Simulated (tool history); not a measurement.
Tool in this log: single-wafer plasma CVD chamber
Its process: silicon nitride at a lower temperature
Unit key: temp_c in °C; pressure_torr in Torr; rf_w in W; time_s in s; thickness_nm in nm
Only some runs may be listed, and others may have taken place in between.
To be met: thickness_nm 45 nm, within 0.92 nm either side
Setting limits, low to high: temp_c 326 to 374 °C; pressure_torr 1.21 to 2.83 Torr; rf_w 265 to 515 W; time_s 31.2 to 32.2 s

run,hour,temp_c,pressure_torr,rf_w,time_s,thickness_nm
1,0,350,2.02,390,31.2,50.604
2,1.7,350,2.02,390,31.2,50.169
3,7.5,350,2.02,390,32.2,51.966
4,8.9,350,1.94,385,32.2,50.932
5,14,350,1.94,385,32.2,51.258
6,15.8,350,2.29,385,32.2,52.754
7,17.5,350,2.29,385,32.2,52.976
# hour 22.2: thermocouple changed; heater temperature recalibrated
8,22.2,350,1.89,335,32,46.978
9,25.1,350,1.86,335,32,46.92

Consider the 5 candidate settings below. Which is the only one whose results all fall within their allowed miss of target?
A,28,343,2.18,335,32.2,?
B,28,356,1.85,365,32.2,?
C,28,349,1.68,330,31.7,?
D,28,357,1.81,400,32.2,?
E,28,366,2.04,340,32.2,?

move,thickness_nm
A,48.813
B,49.27
C,45.259
D,51.456
E,48.197
A: misses by more than the last run did
B: misses by more than the last run did
C: in spec on every target
D: misses by more than the last run did
E: misses by more than the last run did
Go with C: it meets all targets.
